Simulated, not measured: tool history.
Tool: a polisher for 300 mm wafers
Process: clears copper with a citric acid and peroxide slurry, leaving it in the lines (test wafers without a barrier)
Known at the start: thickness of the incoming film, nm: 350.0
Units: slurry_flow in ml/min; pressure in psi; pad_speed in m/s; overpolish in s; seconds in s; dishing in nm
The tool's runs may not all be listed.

run,hour,slurry_flow,pressure,pad_speed,slurry_solids,overpolish,seconds,dishing
1,0.0,255,2.7,1.22,1.0,14,163.18,20.691
2,5.2,255,3.0,1.22,1.0,14,152.83,22.194
3,10.1,255,3.0,1.22,1.2,14,142.30,22.440
4,14.0,255,3.0,1.22,1.0,14,148.99,22.031
5,18.8,255,2.4,1.22,1.0,14,178.71,18.354
6,24.1,260,2.8,1.24,1.0,13,156.80,19.829
7,31.8,260,3.5,1.28,1.0,12,124.88,23.023
8,32.5,260,3.6,1.28,1.0,12,123.52,22.851
9,33.6,260,3.7,1.28,1.0,12,118.96,23.381

The next listed run, before its measurement:
10,40.2,260,3.8,1.28,1.0,12,?,?

Run 10 gave seconds 118.21 s, dishing 24.029 nm.

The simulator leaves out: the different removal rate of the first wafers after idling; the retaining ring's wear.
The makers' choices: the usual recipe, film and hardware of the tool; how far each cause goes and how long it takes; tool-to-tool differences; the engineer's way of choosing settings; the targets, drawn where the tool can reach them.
